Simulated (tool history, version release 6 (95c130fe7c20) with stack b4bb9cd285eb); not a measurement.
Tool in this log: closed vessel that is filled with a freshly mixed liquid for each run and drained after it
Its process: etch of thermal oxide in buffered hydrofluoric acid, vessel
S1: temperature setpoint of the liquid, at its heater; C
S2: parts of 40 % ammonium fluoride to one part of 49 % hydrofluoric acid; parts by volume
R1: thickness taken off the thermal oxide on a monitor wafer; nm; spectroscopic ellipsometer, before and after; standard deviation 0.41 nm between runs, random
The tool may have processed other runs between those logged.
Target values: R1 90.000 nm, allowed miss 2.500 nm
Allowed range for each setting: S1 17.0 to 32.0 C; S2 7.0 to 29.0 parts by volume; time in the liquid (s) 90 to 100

Run 1, hour 0.0: S1 25.0 C, S2 18.0 parts by volume, time in the liquid (s) 90. Result: R1 59.339 nm.
Run 2, hour 8.9: S1 25.0 C, S2 22.5 parts by volume, time in the liquid (s) 90. Result: R1 49.434 nm.
Run 3, hour 12.2: S1 24.0 C, S2 22.5 parts by volume, time in the liquid (s) 90. Result: R1 47.244 nm.
Run 4, hour 14.3: S1 23.0 C, S2 22.5 parts by volume, time in the liquid (s) 90. Result: R1 44.379 nm.
Run 5, hour 17.8: S1 24.0 C, S2 22.0 parts by volume, time in the liquid (s) 90. Result: R1 47.473 nm.
Run 6, hour 22.7: S1 24.0 C, S2 22.0 parts by volume, time in the liquid (s) 100. Result: R1 53.189 nm.
Run 7, hour 30.9: S1 25.0 C, S2 21.5 parts by volume, time in the liquid (s) 100. Result: R1 57.119 nm.
Run 8, hour 34.6: S1 25.5 C, S2 21.0 parts by volume, time in the liquid (s) 100. Result: R1 59.796 nm.
Run 9, hour 41.3: S1 29.5 C, S2 19.0 parts by volume, time in the liquid (s) 100. Result: R1 80.258 nm.
Run 10, hour 49.2: S1 31.0 C, S2 19.0 parts by volume, time in the liquid (s) 100. Result: R1 87.162 nm.

Which of these 4 next moves meets every target?
Run A, hour 57.1: S1 28.0 C, S2 16.0 parts by volume, time in the liquid (s) 95. Result: R1 ?.
Run B, hour 57.1: S1 32.0 C, S2 17.5 parts by volume, time in the liquid (s) 100. Result: R1 ?.
Run C, hour 57.1: S1 32.0 C, S2 17.5 parts by volume, time in the liquid (s) 95. Result: R1 ?.
Run D, hour 57.1: S1 32.0 C, S2 17.5 parts by volume, time in the liquid (s) 90. Result: R1 ?.

move      R1
   A  83.425
   B  99.273
   C  94.309
   D  89.346
A: moves away from the targets compared with the last run
B: moves the result that the last run missed by most past its target, out the other side
C: moves the result that the last run missed by most past its target, out the other side
D: every result within its allowed miss
Answer: D

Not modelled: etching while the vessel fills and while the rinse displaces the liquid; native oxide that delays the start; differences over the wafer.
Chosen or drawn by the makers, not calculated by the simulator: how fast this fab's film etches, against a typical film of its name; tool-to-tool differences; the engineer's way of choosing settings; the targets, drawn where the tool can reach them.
